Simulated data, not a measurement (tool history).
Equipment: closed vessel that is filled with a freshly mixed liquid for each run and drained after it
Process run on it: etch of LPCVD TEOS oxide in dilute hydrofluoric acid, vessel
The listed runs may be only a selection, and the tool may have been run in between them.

run	hour	temperature setpoint of the liquid (K)	parts of water to one part of 49 % hydrofluoric acid (parts by volume)	time in the liquid (s)	thickness taken off the LPCVD TEOS oxide on a monitor wafer (Å)
1	0	297.15	100	30	157.92
2	3.9	297.15	100	30	158.66
3	7.1	298.65	100	30	167.71
4	11.2	298.65	125	30	130.06
5	14.2	300.15	120	30	144.98
6	19.6	301.15	115	30	158.57
7	28.8	302.15	110	30	170.76

What does the tool deliver on the next run?
8	38.2	302.65	105	30	?

Run 8 gave thickness taken off the LPCVD TEOS oxide on a monitor wafer (Å) 186.51.

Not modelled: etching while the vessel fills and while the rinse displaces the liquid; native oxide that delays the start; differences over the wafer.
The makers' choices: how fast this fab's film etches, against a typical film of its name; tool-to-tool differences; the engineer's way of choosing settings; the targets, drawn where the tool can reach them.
